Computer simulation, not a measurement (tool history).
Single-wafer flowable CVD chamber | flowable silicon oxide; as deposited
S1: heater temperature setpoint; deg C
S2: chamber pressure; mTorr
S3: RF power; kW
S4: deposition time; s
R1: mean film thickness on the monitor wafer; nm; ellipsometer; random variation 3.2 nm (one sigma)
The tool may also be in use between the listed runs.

| run | hour | S1 | S2 | S3 | S4 | R1 |
|---|---|---|---|---|---|---|
| 1 | 0 | 100 | 781 | 1.63 | 517 | 327.35 |
| 2 | 1 | 95 | 782 | 1.63 | 517 | 384.67 |
| 3 | 10 | 103 | 782 | 1.63 | 517 | 298.03 |
| 4 | 16.1 | 97 | 784 | 1.63 | 517 | 362.66 |
| 5 | 24.2 | 103 | 784 | 1.63 | 517 | 297.52 |
| 6 | 28.1 | 97 | 786 | 1.63 | 517 | 361.82 |

Forecast run 7:
| 7 | 29.6 | 92 | 787 | 1.63 | 517 | ? |

{"run 7": {"R1": 430.21}}
